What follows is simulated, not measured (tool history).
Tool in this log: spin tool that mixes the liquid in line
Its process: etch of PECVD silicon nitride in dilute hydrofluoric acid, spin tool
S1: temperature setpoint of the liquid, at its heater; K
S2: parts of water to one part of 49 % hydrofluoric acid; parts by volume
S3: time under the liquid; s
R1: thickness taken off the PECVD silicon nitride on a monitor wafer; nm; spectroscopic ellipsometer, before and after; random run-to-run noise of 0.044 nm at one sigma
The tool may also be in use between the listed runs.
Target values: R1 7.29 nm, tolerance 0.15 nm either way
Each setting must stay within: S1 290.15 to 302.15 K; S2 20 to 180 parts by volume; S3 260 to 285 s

| run | hour | S1 | S2 | S3 | R1 |
|---|---|---|---|---|---|
| 1 | 0 | 294.15 | 100 | 260 | 5.9717 |
| 2 | 6.7 | 294.15 | 75 | 260 | 7.9047 |
| 3 | 11.6 | 293.65 | 75 | 260 | 7.632 |
| 4 | 13.5 | 293.65 | 55 | 260 | 10.346 |
| 5 | 19.8 | 297.15 | 55 | 260 | 13.157 |
| 6 | 28.6 | 297.15 | 55 | 260 | 13.114 |
| 7 | 29.8 | 296.15 | 55 | 260 | 12.221 |
| 8 | 35.6 | 295.15 | 55 | 260 | 11.504 |
| 9 | 43.6 | 294.15 | 55 | 260 | 10.568 |

4 candidate next runs follow, results not yet known. Just one meets every target within its allowed miss. Identify it.
| A | 51.6 | 293.65 | 75 | 260 | ? |
| B | 51.6 | 292.15 | 70 | 260 | ? |
| C | 51.6 | 291.65 | 65 | 260 | ? |
| D | 51.6 | 294.15 | 85 | 285 | ? |

| move | R1 |
|---|---|
| A | 7.6382 |
| B | 7.3668 |
| C | 7.6466 |
| D | 7.6654 |
A: closes in on the targets versus the last run, not all within tolerance yet
B: all results land within tolerance of their targets
C: closes in on the targets versus the last run, not all within tolerance yet
D: closes in on the targets versus the last run, not all within tolerance yet
Move B is the one to make.

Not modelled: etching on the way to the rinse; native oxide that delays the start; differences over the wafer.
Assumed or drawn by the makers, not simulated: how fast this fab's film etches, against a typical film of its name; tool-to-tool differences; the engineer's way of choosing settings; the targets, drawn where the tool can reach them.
